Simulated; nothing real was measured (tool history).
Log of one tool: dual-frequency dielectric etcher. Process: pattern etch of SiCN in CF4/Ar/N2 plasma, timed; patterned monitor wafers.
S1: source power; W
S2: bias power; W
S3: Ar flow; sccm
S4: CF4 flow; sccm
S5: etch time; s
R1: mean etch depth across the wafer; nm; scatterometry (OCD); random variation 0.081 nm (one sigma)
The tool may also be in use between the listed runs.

run 1 day=0 | S1=310 S2=55 S3=124 S4=50 S5=63 | R1=34.787
run 2 day=0.125 | S1=310 S2=64 S3=124 S4=50 S5=63 | R1=37.395
run 3 day=0.283 | S1=310 S2=64 S3=124 S4=50 S5=57 | R1=33.664
run 4 day=0.433 | S1=280 S2=63 S3=124 S4=50 S5=57 | R1=31.153
run 5 day=0.646 | S1=260 S2=63 S3=124 S4=50 S5=57 | R1=29.291
run 6 day=0.975 | S1=260 S2=63 S3=113 S4=50 S5=57 | R1=29.899
run 7 day=1.317 | S1=250 S2=63 S3=113 S4=50 S5=57 | R1=29.038

The next listed run, before its measurement:
run 8 day=1.379 | S1=240 S2=63 S3=113 S4=50 S5=57 | R1=?

Run 8 gave R1 27.96 nm.
